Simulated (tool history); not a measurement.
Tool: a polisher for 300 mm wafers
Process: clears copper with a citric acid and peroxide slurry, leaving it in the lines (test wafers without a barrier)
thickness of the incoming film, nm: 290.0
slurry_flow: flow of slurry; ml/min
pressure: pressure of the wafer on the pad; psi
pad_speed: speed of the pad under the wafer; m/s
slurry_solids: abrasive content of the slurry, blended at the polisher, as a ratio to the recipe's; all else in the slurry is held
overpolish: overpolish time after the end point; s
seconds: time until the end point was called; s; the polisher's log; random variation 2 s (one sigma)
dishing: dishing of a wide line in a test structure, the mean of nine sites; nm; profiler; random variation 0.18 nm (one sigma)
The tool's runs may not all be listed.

run 1 hour=0.0 | slurry_flow=245 pressure=2.8 pad_speed=1.32 slurry_solids=1.00 overpolish=24 | seconds=109.56 dishing=38.9660
run 2 hour=3.4 | slurry_flow=245 pressure=2.8 pad_speed=1.32 slurry_solids=1.15 overpolish=24 | seconds=109.16 dishing=39.2870
run 3 hour=4.7 | slurry_flow=245 pressure=2.8 pad_speed=1.32 slurry_solids=1.35 overpolish=24 | seconds=103.96 dishing=40.1620
run 4 hour=11.8 | slurry_flow=245 pressure=2.6 pad_speed=1.32 slurry_solids=1.35 overpolish=24 | seconds=112.23 dishing=37.9170
run 5 hour=13.9 | slurry_flow=245 pressure=2.4 pad_speed=1.28 slurry_solids=1.40 overpolish=21 | seconds=121.62 dishing=32.3760
run 6 hour=18.6 | slurry_flow=250 pressure=2.2 pad_speed=1.24 slurry_solids=1.40 overpolish=19 | seconds=136.96 dishing=27.5680
run 7 hour=20.9 | slurry_flow=275 pressure=2.0 pad_speed=1.22 slurry_solids=1.40 overpolish=17 | seconds=148.42 dishing=22.7040
run 8 hour=26.7 | slurry_flow=290 pressure=1.9 pad_speed=1.20 slurry_solids=1.40 overpolish=15 | seconds=155.74 dishing=19.4810
run 9 hour=30.4 | slurry_flow=300 pressure=1.8 pad_speed=1.20 slurry_solids=1.40 overpolish=14 | seconds=164.07 dishing=17.7770
run 10 hour=35.8 | slurry_flow=310 pressure=1.7 pad_speed=1.20 slurry_solids=1.40 overpolish=13 | seconds=173.37 dishing=16.0900
run 11 hour=39.9 | slurry_flow=320 pressure=1.7 pad_speed=1.20 slurry_solids=1.40 overpolish=12 | seconds=172.28 dishing=15.1110
run 12 hour=42.8 | slurry_flow=330 pressure=1.7 pad_speed=1.20 slurry_solids=1.40 overpolish=12 | seconds=174.16 dishing=15.0650
run 13 hour=50.6 | slurry_flow=335 pressure=1.7 pad_speed=1.20 slurry_solids=1.40 overpolish=11 | seconds=173.10 dishing=14.1660
run 14 hour=57.8 | slurry_flow=340 pressure=1.7 pad_speed=1.20 slurry_solids=1.40 overpolish=11 | seconds=170.21 dishing=14.1760
run 15 hour=59.8 | slurry_flow=320 pressure=1.5 pad_speed=1.20 slurry_solids=1.40 overpolish=7 | seconds=190.03 dishing=8.3293
run 16 hour=65.7 | slurry_flow=330 pressure=1.5 pad_speed=1.18 slurry_solids=1.40 overpolish=7 | seconds=195.00 dishing=8.3643
run 17 hour=70.5 | slurry_flow=335 pressure=1.5 pad_speed=1.16 slurry_solids=1.40 overpolish=7 | seconds=201.91 dishing=8.0105
run 18 hour=74.6 | slurry_flow=340 pressure=1.5 pad_speed=1.16 slurry_solids=1.40 overpolish=7 | seconds=200.65 dishing=8.2161
run 19 hour=79.5 | slurry_flow=345 pressure=1.5 pad_speed=1.16 slurry_solids=1.40 overpolish=7 | seconds=200.09 dishing=8.1257

Run 20 comes next. What will it give?
run 20 hour=81.0 | slurry_flow=345 pressure=1.5 pad_speed=1.16 slurry_solids=1.40 overpolish=8 | seconds=? dishing=?

Run 20 gave seconds 197.80 s, dishing 9.1626 nm.
